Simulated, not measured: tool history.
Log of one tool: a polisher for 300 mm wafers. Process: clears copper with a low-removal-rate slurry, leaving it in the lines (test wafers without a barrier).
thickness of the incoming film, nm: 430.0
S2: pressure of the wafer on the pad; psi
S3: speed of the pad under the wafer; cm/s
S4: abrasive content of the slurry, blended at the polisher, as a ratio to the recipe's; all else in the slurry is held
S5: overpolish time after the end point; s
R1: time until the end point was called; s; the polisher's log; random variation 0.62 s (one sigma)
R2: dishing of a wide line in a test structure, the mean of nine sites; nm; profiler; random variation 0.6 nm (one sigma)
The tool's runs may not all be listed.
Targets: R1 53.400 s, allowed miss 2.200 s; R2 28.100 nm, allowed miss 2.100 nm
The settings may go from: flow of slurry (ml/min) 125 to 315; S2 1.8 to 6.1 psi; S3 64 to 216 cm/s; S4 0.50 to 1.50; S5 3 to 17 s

Run 1, hour 0.0: flow of slurry (ml/min) 205, S2 3.9 psi, S3 140 cm/s, S4 1.00, S5 9 s. Result: R1 96.371 s, R2 27.700 nm.
Run 2, hour 6.7: flow of slurry (ml/min) 205, S2 3.9 psi, S3 162 cm/s, S4 1.00, S5 9 s. Result: R1 85.157 s, R2 29.881 nm.
Run 3, hour 10.0: flow of slurry (ml/min) 205, S2 4.2 psi, S3 164 cm/s, S4 1.00, S5 8 s. Result: R1 77.070 s, R2 32.028 nm.
Run 4, hour 16.4: flow of slurry (ml/min) 205, S2 4.6 psi, S3 164 cm/s, S4 1.00, S5 8 s. Result: R1 71.869 s, R2 33.509 nm.
Run 5, hour 23.8: flow of slurry (ml/min) 235, S2 4.6 psi, S3 164 cm/s, S4 1.00, S5 8 s. Result: R1 70.013 s, R2 33.474 nm.
Run 6, hour 29.3: flow of slurry (ml/min) 240, S2 4.8 psi, S3 164 cm/s, S4 1.00, S5 7 s. Result: R1 67.915 s, R2 31.160 nm.
Run 7, hour 33.1: flow of slurry (ml/min) 240, S2 5.9 psi, S3 166 cm/s, S4 1.00, S5 3 s. Result: R1 54.361 s, R2 17.833 nm.
Run 8, hour 39.7: flow of slurry (ml/min) 240, S2 5.8 psi, S3 168 cm/s, S4 1.00, S5 3 s. Result: R1 54.045 s, R2 17.903 nm.
At hour 44.9: slurry blender recalibrated.
Run 9, hour 44.9: flow of slurry (ml/min) 240, S2 5.8 psi, S3 170 cm/s, S4 1.00, S5 3 s. Result: R1 51.386 s, R2 18.852 nm.
Run 10, hour 48.7: flow of slurry (ml/min) 240, S2 5.7 psi, S3 170 cm/s, S4 1.00, S5 3 s. Result: R1 51.881 s, R2 17.910 nm.

4 next moves are on the table. One of them brings every result within its allowed miss. Which?
Run A, hour 52.5: flow of slurry (ml/min) 270, S2 5.8 psi, S3 170 cm/s, S4 0.85, S5 5 s. Result: R1 ?, R2 ?.
Run B, hour 52.5: flow of slurry (ml/min) 245, S2 5.7 psi, S3 166 cm/s, S4 1.00, S5 4 s. Result: R1 ?, R2 ?.
Run C, hour 52.5: flow of slurry (ml/min) 280, S2 5.5 psi, S3 160 cm/s, S4 1.00, S5 7 s. Result: R1 ?, R2 ?.
Run D, hour 52.5: flow of slurry (ml/min) 200, S2 5.6 psi, S3 176 cm/s, S4 1.30, S5 4 s. Result: R1 ?, R2 ?.

move      R1      R2
   A  52.169  28.359
   B  53.071  23.081
   C  56.415  34.983
   D  49.214  24.633
A: meets every target
B: nearer than the last run, and not there yet
C: takes the result that was furthest off past its target
D: nearer than the last run, and not there yet
Answer: A
